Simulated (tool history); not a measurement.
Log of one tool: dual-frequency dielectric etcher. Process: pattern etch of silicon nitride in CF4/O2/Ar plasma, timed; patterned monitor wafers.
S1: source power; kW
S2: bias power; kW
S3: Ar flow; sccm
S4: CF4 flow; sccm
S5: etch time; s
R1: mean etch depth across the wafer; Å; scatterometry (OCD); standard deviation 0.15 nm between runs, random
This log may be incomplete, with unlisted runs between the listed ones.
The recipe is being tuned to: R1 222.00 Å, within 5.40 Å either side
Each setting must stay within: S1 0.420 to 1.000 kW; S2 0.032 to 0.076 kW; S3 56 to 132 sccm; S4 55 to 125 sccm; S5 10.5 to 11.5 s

{"run": 1, "hour": 0.0, "S1": 0.71, "S2": 0.054, "S3": 94, "S4": 90, "S5": 11.5, "R1": 299.27}
{"run": 2, "hour": 6.7, "S1": 0.64, "S2": 0.053, "S3": 94, "S4": 90, "S5": 11.5, "R1": 278.43}
{"run": 3, "hour": 14.7, "S1": 0.58, "S2": 0.052, "S3": 94, "S4": 90, "S5": 11.5, "R1": 254.54}
{"run": 4, "hour": 19.9, "S1": 0.58, "S2": 0.052, "S3": 108, "S4": 90, "S5": 11.5, "R1": 251.99}
{"run": 5, "hour": 26.6, "S1": 0.65, "S2": 0.052, "S3": 108, "S4": 90, "S5": 11.5, "R1": 271.17}
{"run": 6, "hour": 28.8, "S1": 0.65, "S2": 0.052, "S3": 108, "S4": 90, "S5": 11.5, "R1": 268.41}
{"run": 7, "hour": 34.5, "S1": 0.6, "S2": 0.051, "S3": 108, "S4": 90, "S5": 11.5, "R1": 251.23}
{"run": 8, "hour": 40.2, "S1": 0.57, "S2": 0.051, "S3": 108, "S4": 90, "S5": 11.5, "R1": 249.72}
{"run": 9, "hour": 43.2, "S1": 0.53, "S2": 0.051, "S3": 108, "S4": 90, "S5": 11.5, "R1": 237.25}
{"run": 10, "hour": 49.2, "S1": 0.51, "S2": 0.051, "S3": 108, "S4": 90, "S5": 11.5, "R1": 228.25}

Which of these 5 next moves meets every target?
{"run": "A", "hour": 55.2, "S1": 0.56, "S2": 0.056, "S3": 121, "S4": 99, "S5": 11.0, "R1": "?"}
{"run": "B", "hour": 55.2, "S1": 0.46, "S2": 0.052, "S3": 90, "S4": 90, "S5": 11.5, "R1": "?"}
{"run": "C", "hour": 55.2, "S1": 0.53, "S2": 0.054, "S3": 128, "S4": 94, "S5": 11.5, "R1": "?"}
{"run": "D", "hour": 55.2, "S1": 0.59, "S2": 0.046, "S3": 111, "S4": 87, "S5": 11.5, "R1": "?"}
{"run": "E", "hour": 55.2, "S1": 0.53, "S2": 0.052, "S3": 103, "S4": 85, "S5": 11.5, "R1": "?"}

move=A R1=242.24
move=B R1=221.94
move=C R1=237.39
move=D R1=241.80
move=E R1=237.72
A: misses by more than the last run did
B: every result lands within tolerance
C: misses by more than the last run did
D: misses by more than the last run did
E: misses by more than the last run did
Move B is the one to make.

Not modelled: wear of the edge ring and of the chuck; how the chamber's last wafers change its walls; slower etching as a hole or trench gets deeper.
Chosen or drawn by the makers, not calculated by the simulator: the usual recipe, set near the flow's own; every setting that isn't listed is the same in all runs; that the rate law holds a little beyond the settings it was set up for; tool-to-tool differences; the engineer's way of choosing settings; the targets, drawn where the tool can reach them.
